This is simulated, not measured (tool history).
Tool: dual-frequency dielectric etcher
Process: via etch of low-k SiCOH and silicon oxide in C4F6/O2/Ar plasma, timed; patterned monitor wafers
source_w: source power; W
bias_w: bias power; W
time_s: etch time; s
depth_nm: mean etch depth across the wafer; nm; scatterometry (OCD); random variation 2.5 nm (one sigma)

run,hour,source_w,bias_w,time_s,depth_nm
1,0.0,460,247,111,367.74
2,4.2,460,247,111,362.83
3,10.6,460,247,111,366.18
4,12.4,480,249,111,376.38
5,18.5,410,249,111,344.41
6,20.2,410,249,116,359.29
7,22.4,420,250,116,368.75
8,26.8,430,251,116,370.89
9,34.5,440,252,116,377.10

The next listed run, before its measurement:
10,38.6,450,253,116,?

Run 10 gave depth_nm 384.51 nm.
